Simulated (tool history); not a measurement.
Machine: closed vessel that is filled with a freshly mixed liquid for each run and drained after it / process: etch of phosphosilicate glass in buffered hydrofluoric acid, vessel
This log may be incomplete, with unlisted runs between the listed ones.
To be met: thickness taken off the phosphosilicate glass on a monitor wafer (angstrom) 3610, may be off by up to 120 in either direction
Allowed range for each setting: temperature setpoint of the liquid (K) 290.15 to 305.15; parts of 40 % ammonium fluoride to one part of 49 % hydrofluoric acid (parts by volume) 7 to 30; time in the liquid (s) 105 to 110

run	day	temperature setpoint of the liquid (K)	parts of 40 % ammonium fluoride to one part of 49 % hydrofluoric acid (parts by volume)	time in the liquid (s)	thickness taken off the phosphosilicate glass on a monitor wafer (angstrom)
1	0	297.15	20	105	2213.3
2	0.317	297.15	20	105	2214
3	0.508	299.65	20	105	2554.6
4	0.683	299.65	20	105	2511.8
5	0.725	300.15	19.5	105	2669.2
6	0.996	300.65	19.5	105	2696.3
7	1.146	301.15	19	105	2874.8
8	1.438	301.65	19	105	2999.6
9	1.483	302.15	19	105	3023.2
10	1.746	302.65	19	105	3155.5
11	2.129	303.15	19	105	3141.3
12	2.283	304.15	18.5	105	3406.1

4 candidate next runs follow, results not yet known. Just one meets every target within its allowed miss. Identify it.
A	2.438	305.15	18.5	110	?
B	2.438	304.65	18	105	?
C	2.438	304.15	16	105	?
D	2.438	299.15	13.5	110	?

move	thickness taken off the phosphosilicate glass on a monitor wafer (angstrom)
A	3805.2
B	3635.2
C	3975.2
D	3772.6
A: moves the result that the last run missed by most past its target, out the other side
B: all results in spec
C: moves the result that the last run missed by most past its target, out the other side
D: moves the result that the last run missed by most past its target, out the other side
Move B is the one to make.
